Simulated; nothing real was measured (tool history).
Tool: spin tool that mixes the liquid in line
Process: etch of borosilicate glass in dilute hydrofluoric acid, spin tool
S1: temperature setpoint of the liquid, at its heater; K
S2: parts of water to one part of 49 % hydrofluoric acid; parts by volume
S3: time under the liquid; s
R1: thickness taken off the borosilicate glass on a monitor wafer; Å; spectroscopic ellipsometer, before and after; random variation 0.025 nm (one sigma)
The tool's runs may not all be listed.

| run | day | S1 | S2 | S3 | R1 |
|---|---|---|---|---|---|
| 1 | 0.000 | 295.15 | 245 | 90 | 56.434 |
| 2 | 0.354 | 293.65 | 245 | 90 | 53.358 |
| 3 | 0.621 | 292.65 | 245 | 90 | 51.348 |
| 4 | 0.875 | 292.15 | 245 | 90 | 50.397 |
| 5 | 1.079 | 292.15 | 245 | 90 | 50.216 |
| 6 | 1.371 | 291.65 | 245 | 90 | 49.266 |
| 7 | 1.483 | 291.15 | 245 | 90 | 48.115 |
| 8 | 1.838 | 290.65 | 245 | 90 | 47.705 |

The next listed run, before its measurement:
| 9 | 1.954 | 290.15 | 250 | 90 | ? |

R1: 45.225 Å

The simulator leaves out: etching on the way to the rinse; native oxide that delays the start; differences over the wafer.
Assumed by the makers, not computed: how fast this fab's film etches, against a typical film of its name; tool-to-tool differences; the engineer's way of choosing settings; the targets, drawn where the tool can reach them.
